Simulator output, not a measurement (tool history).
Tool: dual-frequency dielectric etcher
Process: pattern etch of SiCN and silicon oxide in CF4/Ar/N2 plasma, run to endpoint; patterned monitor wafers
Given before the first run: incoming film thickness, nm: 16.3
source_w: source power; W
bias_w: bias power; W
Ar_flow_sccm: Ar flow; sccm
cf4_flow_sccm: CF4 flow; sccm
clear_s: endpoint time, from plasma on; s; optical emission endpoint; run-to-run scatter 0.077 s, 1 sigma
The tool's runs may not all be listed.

{"run": 1, "day": 0.0, "source_w": 360, "bias_w": 70, "Ar_flow_sccm": 109, "cf4_flow_sccm": 51, "clear_s": 26.787}
{"run": 2, "day": 0.246, "source_w": 380, "bias_w": 72, "Ar_flow_sccm": 109, "cf4_flow_sccm": 51, "clear_s": 24.83}
{"run": 3, "day": 0.458, "source_w": 380, "bias_w": 78, "Ar_flow_sccm": 109, "cf4_flow_sccm": 51, "clear_s": 23.911}
{"run": 4, "day": 0.733, "source_w": 390, "bias_w": 78, "Ar_flow_sccm": 109, "cf4_flow_sccm": 51, "clear_s": 23.323}
{"run": 5, "day": 0.912, "source_w": 390, "bias_w": 78, "Ar_flow_sccm": 109, "cf4_flow_sccm": 55, "clear_s": 23.067}
{"run": 6, "day": 0.946, "source_w": 400, "bias_w": 78, "Ar_flow_sccm": 109, "cf4_flow_sccm": 55, "clear_s": 22.32}

Run 7, settings as shown, results not yet in. Your forecast:
{"run": 7, "day": 1.142, "source_w": 410, "bias_w": 78, "Ar_flow_sccm": 109, "cf4_flow_sccm": 55, "clear_s": "?"}

{"run 7": {"clear_s": 21.757}}

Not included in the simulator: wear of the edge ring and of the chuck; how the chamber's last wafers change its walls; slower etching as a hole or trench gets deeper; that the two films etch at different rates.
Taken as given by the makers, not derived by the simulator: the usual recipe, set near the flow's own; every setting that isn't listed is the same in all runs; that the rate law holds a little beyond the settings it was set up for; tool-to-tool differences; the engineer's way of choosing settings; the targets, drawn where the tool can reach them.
